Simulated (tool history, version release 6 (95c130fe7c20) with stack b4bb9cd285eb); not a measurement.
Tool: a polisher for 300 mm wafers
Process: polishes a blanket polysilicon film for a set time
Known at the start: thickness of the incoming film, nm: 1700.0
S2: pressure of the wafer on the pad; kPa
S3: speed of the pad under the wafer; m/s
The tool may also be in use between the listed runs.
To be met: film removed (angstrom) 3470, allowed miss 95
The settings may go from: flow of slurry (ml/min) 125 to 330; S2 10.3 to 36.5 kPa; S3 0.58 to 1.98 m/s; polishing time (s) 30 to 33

run 1 hour=0 | flow_of_slurry_(ml/min)=210 S2=23.4 S3=1.28 polishing_time_(s)=33 | film_removed_(angstrom)=4614.6
run 2 hour=7.1 | flow_of_slurry_(ml/min)=250 S2=23.4 S3=1.28 polishing_time_(s)=33 | film_removed_(angstrom)=4750.8
run 3 hour=12.2 | flow_of_slurry_(ml/min)=250 S2=17.9 S3=1.28 polishing_time_(s)=33 | film_removed_(angstrom)=3699.1
run 4 hour=20.6 | flow_of_slurry_(ml/min)=245 S2=17.9 S3=1.28 polishing_time_(s)=33 | film_removed_(angstrom)=3645.2
run 5 hour=27.7 | flow_of_slurry_(ml/min)=245 S2=17.9 S3=1.5 polishing_time_(s)=33 | film_removed_(angstrom)=4278.9
run 6 hour=29.1 | flow_of_slurry_(ml/min)=210 S2=17.9 S3=1.5 polishing_time_(s)=33 | film_removed_(angstrom)=4210.8
run 7 hour=33.3 | flow_of_slurry_(ml/min)=210 S2=17.9 S3=1.5 polishing_time_(s)=33 | film_removed_(angstrom)=4217.4
run 8 hour=40 | flow_of_slurry_(ml/min)=210 S2=17.2 S3=1.5 polishing_time_(s)=33 | film_removed_(angstrom)=4063.3
run 9 hour=41.5 | flow_of_slurry_(ml/min)=190 S2=13.1 S3=1.5 polishing_time_(s)=33 | film_removed_(angstrom)=3054.4
run 10 hour=49.6 | flow_of_slurry_(ml/min)=200 S2=13.1 S3=1.5 polishing_time_(s)=33 | film_removed_(angstrom)=3048.2
run 11 hour=53.1 | flow_of_slurry_(ml/min)=210 S2=13.1 S3=1.5 polishing_time_(s)=33 | film_removed_(angstrom)=3053.7
run 12 hour=57 | flow_of_slurry_(ml/min)=220 S2=13.1 S3=1.5 polishing_time_(s)=33 | film_removed_(angstrom)=3120.3

4 next moves are on the table. One of them brings every result within its allowed miss. Which?
run A hour=60.9 | flow_of_slurry_(ml/min)=260 S2=14.5 S3=1.54 polishing_time_(s)=32 | film_removed_(angstrom)=?
run B hour=60.9 | flow_of_slurry_(ml/min)=200 S2=17.9 S3=1.34 polishing_time_(s)=33 | film_removed_(angstrom)=?
run C hour=60.9 | flow_of_slurry_(ml/min)=190 S2=13.8 S3=1.68 polishing_time_(s)=30 | film_removed_(angstrom)=?
run D hour=60.9 | flow_of_slurry_(ml/min)=185 S2=14.5 S3=1.66 polishing_time_(s)=33 | film_removed_(angstrom)=?

move=A film_removed_(angstrom)=3475
move=B film_removed_(angstrom)=3714.5
move=C film_removed_(angstrom)=3250.3
move=D film_removed_(angstrom)=3686.1
A: meets every target
B: takes the result that was furthest off past its target
C: nearer than the last run, and not there yet
D: takes the result that was furthest off past its target
The right move is A.
